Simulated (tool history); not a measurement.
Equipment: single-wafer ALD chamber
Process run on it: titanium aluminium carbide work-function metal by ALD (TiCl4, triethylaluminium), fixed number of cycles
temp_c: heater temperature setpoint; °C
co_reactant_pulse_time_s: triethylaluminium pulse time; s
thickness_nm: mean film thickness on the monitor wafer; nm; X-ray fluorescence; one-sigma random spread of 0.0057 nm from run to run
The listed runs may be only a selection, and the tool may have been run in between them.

run	day	temp_c	co_reactant_pulse_time_s	thickness_nm
1	0.000	280	14.25	1.6081
2	0.279	291	14.25	1.7052
3	0.642	285	13.78	1.6675
4	0.729	278	13.78	1.5967
5	0.942	275	13.68	1.5871
6	0.979	281	13.68	1.6297
7	1.021	277	13.78	1.5952
8	1.258	274	13.74	1.5728
9	1.596	271	13.69	1.5533
10	1.892	269	13.63	1.5308

Run 11, settings as shown, results not yet in. Your forecast:
11	1.983	268	13.59	?

Run 11 measured thickness_nm 1.5294 nm.
